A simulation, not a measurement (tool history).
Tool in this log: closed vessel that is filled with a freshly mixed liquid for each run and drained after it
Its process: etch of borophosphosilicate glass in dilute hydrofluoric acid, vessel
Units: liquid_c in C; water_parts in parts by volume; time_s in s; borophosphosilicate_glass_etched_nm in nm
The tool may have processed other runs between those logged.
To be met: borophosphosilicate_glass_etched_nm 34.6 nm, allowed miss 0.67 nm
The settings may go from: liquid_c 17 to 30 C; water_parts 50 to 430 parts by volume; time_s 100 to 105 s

run,hour,liquid_c,water_parts,time_s,borophosphosilicate_glass_etched_nm
1,0,22,240,100,16.15
2,9,23,225,100,18.091
3,16,23,155,100,28.359
4,22.7,24,155,100,29.182
5,25.5,24.5,155,100,30.142
6,26.5,24.5,155,105,31.312
7,32.5,25,155,105,32.426
8,34.4,25.5,155,105,32.945

Next run, 5 choices. One meets every target within its allowed miss, the rest don't. Which?
A,36.3,29.5,155,100,?
B,36.3,30,170,105,?
C,36.3,23.5,140,100,?
D,36.3,24,155,105,?
E,36.3,27.5,165,105,?

move,borophosphosilicate_glass_etched_nm
A,36.08
B,34.494
C,32.516
D,30.902
E,32.689
A: pushes the last run's worst result past its target
B: every result lands within tolerance
C: moves away from the targets compared with the last run
D: moves away from the targets compared with the last run
E: moves away from the targets compared with the last run
Move B is the one to make.
